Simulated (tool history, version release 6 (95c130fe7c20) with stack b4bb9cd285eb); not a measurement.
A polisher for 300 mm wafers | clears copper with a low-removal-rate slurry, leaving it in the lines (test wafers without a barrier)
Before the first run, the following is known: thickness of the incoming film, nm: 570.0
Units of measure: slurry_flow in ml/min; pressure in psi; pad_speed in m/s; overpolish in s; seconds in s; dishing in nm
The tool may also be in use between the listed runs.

run,hour,slurry_flow,pressure,pad_speed,slurry_solids,overpolish,seconds,dishing
1,0,195,3.6,1.32,1,15,123.86,48.318
2,4,195,3.6,1.32,1,9,123.52,30.319
3,8.6,195,3.6,1.32,1,14,123.93,44.704
4,16.2,210,3.6,1.32,1,14,119.5,45.387
5,24.2,210,3.8,1.32,1,15,112.85,51.51
6,26.3,210,3.8,1.46,1,15,102.39,54.623
7,31.1,210,3.9,1.46,1,16,101.97,60.973
8,33,215,4,1.46,1,16,99.58,59.727
9,40.2,215,4.2,1.46,1,17,92.318,65.261
10,48.8,215,4.3,1.48,1,18,90.82,70.262
# hour 52.5: slurry nozzle cleaned
11,52.5,215,4.4,1.5,1,19,81.878,77.754

Run 12 is up next; what results do you expect?
12,55,215,4.6,1.5,1,24,?,?

Run 12 measured seconds 75.328 s, dishing 95.283 nm.
